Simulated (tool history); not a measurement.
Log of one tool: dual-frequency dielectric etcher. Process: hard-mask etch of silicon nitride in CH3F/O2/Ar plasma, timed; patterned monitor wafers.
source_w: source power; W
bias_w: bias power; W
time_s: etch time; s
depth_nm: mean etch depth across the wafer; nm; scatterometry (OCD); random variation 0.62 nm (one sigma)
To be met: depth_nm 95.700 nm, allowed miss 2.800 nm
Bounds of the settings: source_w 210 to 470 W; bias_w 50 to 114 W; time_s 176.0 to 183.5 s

| run | hour | source_w | bias_w | time_s | depth_nm |
|---|---|---|---|---|---|
| 1 | 0.0 | 340 | 82 | 176.0 | 115.650 |
| 2 | 7.5 | 340 | 82 | 176.0 | 115.770 |
| 3 | 9.3 | 340 | 82 | 183.5 | 118.480 |
| 4 | 14.8 | 370 | 82 | 183.5 | 124.270 |
|  | 20.1 | wet clean of the chamber |
| 5 | 20.1 | 350 | 77 | 182.0 | 121.250 |
| 6 | 25.7 | 320 | 81 | 180.5 | 117.850 |
| 7 | 31.6 | 300 | 74 | 179.5 | 108.180 |
| 8 | 33.1 | 290 | 72 | 179.0 | 107.460 |
| 9 | 34.1 | 280 | 70 | 178.5 | 102.590 |
| 10 | 37.2 | 270 | 69 | 178.5 | 100.310 |
| 11 | 44.9 | 260 | 69 | 178.5 | 99.267 |

5 next moves are on the table. One of them brings every result within its allowed miss. Which?
| A | 52.6 | 260 | 62 | 178.5 | ? |
| B | 52.6 | 280 | 65 | 183.5 | ? |
| C | 52.6 | 300 | 61 | 182.0 | ? |
| D | 52.6 | 230 | 85 | 180.0 | ? |
| E | 52.6 | 260 | 75 | 179.0 | ? |

| move | depth_nm |
|---|---|
| A | 95.792 |
| B | 103.760 |
| C | 103.420 |
| D | 104.200 |
| E | 103.870 |
A: meets every target
B: further off than the last run
C: further off than the last run
D: further off than the last run
E: further off than the last run
Move A is the one to make.
